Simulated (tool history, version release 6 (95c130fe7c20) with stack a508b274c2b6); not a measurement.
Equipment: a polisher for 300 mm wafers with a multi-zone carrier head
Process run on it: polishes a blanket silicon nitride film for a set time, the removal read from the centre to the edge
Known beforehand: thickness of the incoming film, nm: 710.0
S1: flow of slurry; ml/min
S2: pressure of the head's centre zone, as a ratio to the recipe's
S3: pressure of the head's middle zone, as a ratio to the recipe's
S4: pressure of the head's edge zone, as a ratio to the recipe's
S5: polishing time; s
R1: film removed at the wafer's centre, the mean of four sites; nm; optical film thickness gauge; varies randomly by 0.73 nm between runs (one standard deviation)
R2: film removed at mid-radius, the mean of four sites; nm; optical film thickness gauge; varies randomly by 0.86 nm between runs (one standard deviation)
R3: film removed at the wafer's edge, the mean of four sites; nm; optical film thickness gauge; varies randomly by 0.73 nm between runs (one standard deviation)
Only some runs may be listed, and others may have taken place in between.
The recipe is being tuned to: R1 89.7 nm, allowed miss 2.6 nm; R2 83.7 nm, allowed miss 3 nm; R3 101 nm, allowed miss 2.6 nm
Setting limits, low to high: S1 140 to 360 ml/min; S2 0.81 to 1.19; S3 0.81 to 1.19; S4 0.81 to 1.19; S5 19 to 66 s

Run 1, day 0: S1 230 ml/min, S2 1, S3 1, S4 1, S5 42 s. Result: R1 103.38 nm, R2 105.31 nm, R3 105.83 nm.
Run 2, day 0.317: S1 225 ml/min, S2 0.99, S3 0.98, S4 1, S5 42 s. Result: R1 102 nm, R2 103.32 nm, R3 106.4 nm.
Run 3, day 0.475: S1 225 ml/min, S2 0.99, S3 0.98, S4 1, S5 47 s. Result: R1 113.39 nm, R2 116.47 nm, R3 116.91 nm.
Run 4, day 0.696: S1 225 ml/min, S2 0.99, S3 0.95, S4 1, S5 47 s. Result: R1 113.41 nm, R2 113 nm, R3 116.74 nm.
Run 5, day 0.929: S1 220 ml/min, S2 0.98, S3 0.94, S4 1, S5 46 s. Result: R1 109.55 nm, R2 107.43 nm, R3 114.76 nm.
Run 6, day 1.2: S1 220 ml/min, S2 0.89, S3 0.94, S4 1, S5 46 s. Result: R1 100.12 nm, R2 108.36 nm, R3 114.64 nm.
Run 7, day 1.358: S1 215 ml/min, S2 0.89, S3 0.93, S4 1, S5 46 s. Result: R1 99.108 nm, R2 106.04 nm, R3 114.29 nm.
Run 8, day 1.65: S1 210 ml/min, S2 0.89, S3 0.92, S4 0.99, S5 46 s. Result: R1 99.511 nm, R2 106.21 nm, R3 113.69 nm.
Run 9, day 1.754: S1 210 ml/min, S2 0.89, S3 0.91, S4 0.99, S5 45 s. Result: R1 97.763 nm, R2 103.7 nm, R3 112.39 nm.
Run 10, day 1.988: S1 210 ml/min, S2 0.89, S3 0.9, S4 0.99, S5 44 s. Result: R1 95.375 nm, R2 98.816 nm, R3 108.84 nm.

Which one of the following 4 next-run settings gets every result inside its allowed miss? There is exactly one.
Run A, day 2.221: S1 155 ml/min, S2 0.92, S3 1.02, S4 0.97, S5 48 s. Result: R1 ?, R2 ?, R3 ?.
Run B, day 2.221: S1 180 ml/min, S2 0.84, S3 1.03, S4 0.88, S5 49 s. Result: R1 ?, R2 ?, R3 ?.
Run C, day 2.221: S1 190 ml/min, S2 0.94, S3 0.9, S4 1.06, S5 42 s. Result: R1 ?, R2 ?, R3 ?.
Run D, day 2.221: S1 255 ml/min, S2 0.95, S3 0.87, S4 1.11, S5 38 s. Result: R1 ?, R2 ?, R3 ?.

move      R1      R2      R3
   A  103.42  115.11  114.57
   B  98.587  121.03  113.48
   C  95.311  93.216  106.99
   D  90.474  84.813  101.65
A: lands further from the targets than the last run did
B: lands further from the targets than the last run did
C: closer than the last run, but not yet in spec
D: each result inside its tolerance
The right move is D.
